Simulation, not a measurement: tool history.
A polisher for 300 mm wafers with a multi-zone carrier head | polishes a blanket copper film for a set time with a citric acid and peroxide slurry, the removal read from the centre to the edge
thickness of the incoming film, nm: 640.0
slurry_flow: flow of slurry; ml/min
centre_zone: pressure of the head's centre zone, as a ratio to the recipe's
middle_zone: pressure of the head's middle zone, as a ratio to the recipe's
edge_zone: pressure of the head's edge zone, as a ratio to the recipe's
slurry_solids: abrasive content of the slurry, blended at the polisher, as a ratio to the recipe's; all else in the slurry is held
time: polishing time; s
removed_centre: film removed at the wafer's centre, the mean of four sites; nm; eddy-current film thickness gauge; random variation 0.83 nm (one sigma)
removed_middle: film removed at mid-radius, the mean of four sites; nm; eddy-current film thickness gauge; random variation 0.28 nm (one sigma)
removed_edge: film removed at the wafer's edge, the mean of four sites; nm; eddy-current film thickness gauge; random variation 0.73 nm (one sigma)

| run | hour | slurry_flow | centre_zone | middle_zone | edge_zone | slurry_solids | time | removed_centre | removed_middle | removed_edge |
|---|---|---|---|---|---|---|---|---|---|---|
| 1 | 0.0 | 180 | 1.00 | 1.00 | 1.00 | 1.00 | 50 | 65.102 | 60.699 | 65.852 |
| 2 | 2.1 | 170 | 1.01 | 0.94 | 0.96 | 0.85 | 49 | 59.494 | 54.146 | 58.672 |
| 3 | 9.8 | 160 | 1.04 | 0.90 | 0.97 | 0.75 | 48 | 59.483 | 49.655 | 55.656 |
| 4 | 13.1 | 150 | 1.04 | 0.87 | 0.97 | 0.70 | 48 | 54.908 | 45.985 | 53.029 |
| 5 | 20.0 | 150 | 1.04 | 0.87 | 0.97 | 0.70 | 39 | 44.248 | 37.499 | 44.219 |
| 6 | 26.4 | 190 | 1.04 | 0.87 | 0.97 | 0.70 | 39 | 46.787 | 39.092 | 46.112 |

Forecast run 7:
| 7 | 30.9 | 210 | 1.06 | 0.88 | 0.98 | 0.70 | 39 | ? | ? | ? |

{"run 7": {"removed_centre": 49.776, "removed_middle": 40.646, "removed_edge": 45.668}}
